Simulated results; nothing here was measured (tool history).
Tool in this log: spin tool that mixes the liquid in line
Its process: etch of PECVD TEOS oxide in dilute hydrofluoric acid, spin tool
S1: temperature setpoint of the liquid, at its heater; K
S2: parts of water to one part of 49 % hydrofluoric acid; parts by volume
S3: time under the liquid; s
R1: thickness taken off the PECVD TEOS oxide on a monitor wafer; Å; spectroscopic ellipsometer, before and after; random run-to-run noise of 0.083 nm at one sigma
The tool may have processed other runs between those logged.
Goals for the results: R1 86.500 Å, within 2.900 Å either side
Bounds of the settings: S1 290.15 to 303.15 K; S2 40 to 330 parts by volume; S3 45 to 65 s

run	hour	S1	S2	S3	R1
1	0.0	295.15	185	65	44.515
2	0.7	295.15	185	65	45.097
3	7.5	298.65	185	65	51.408
4	12.0	297.15	185	65	48.695
5	14.1	298.65	170	65	56.076
6	17.5	299.65	155	65	65.201
7	24.0	300.65	150	65	70.444
8	26.2	301.15	145	65	74.784
9	32.8	303.15	130	65	91.386
10	38.7	302.65	130	65	90.653

Which one of the following 5 next-run settings gets every result inside its allowed miss? There is exactly one.
A	44.6	302.65	135	65	?
B	44.6	300.65	115	65	?
C	44.6	302.65	105	45	?
D	44.6	303.15	125	65	?
E	44.6	302.15	125	65	?

move	R1
A	85.495
B	95.639
C	79.255
D	95.311
E	91.860
A: every result within its allowed miss
B: moves away from the targets compared with the last run
C: takes the result that was furthest off past its target
D: moves away from the targets compared with the last run
E: moves away from the targets compared with the last run
The move that meets every target is A.
